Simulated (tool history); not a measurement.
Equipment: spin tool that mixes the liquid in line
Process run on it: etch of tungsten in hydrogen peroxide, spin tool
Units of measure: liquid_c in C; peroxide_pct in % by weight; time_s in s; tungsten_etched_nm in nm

{"run": 1, "hour": 0.0, "liquid_c": 53.0, "peroxide_pct": 19.5, "time_s": 45, "tungsten_etched_nm": 157.77}
{"run": 2, "hour": 8.4, "liquid_c": 53.0, "peroxide_pct": 21.5, "time_s": 45, "tungsten_etched_nm": 163.55}
{"run": 3, "hour": 9.8, "liquid_c": 54.0, "peroxide_pct": 21.5, "time_s": 45, "tungsten_etched_nm": 177.2}
{"run": 4, "hour": 13.2, "liquid_c": 54.5, "peroxide_pct": 21.5, "time_s": 45, "tungsten_etched_nm": 181.29}
{"run": 5, "hour": 17.4, "liquid_c": 55.0, "peroxide_pct": 21.5, "time_s": 45, "tungsten_etched_nm": 185.73}
{"run": 6, "hour": 18.0, "liquid_c": 55.5, "peroxide_pct": 21.5, "time_s": 45, "tungsten_etched_nm": 191.52}
{"run": 7, "hour": 20.2, "liquid_c": 56.0, "peroxide_pct": 21.5, "time_s": 45, "tungsten_etched_nm": 197.9}

Forecast run 8:
{"run": 8, "hour": 24.0, "liquid_c": 56.5, "peroxide_pct": 21.5, "time_s": 45, "tungsten_etched_nm": "?"}

Run 8 came out at tungsten_etched_nm 203.43 nm.
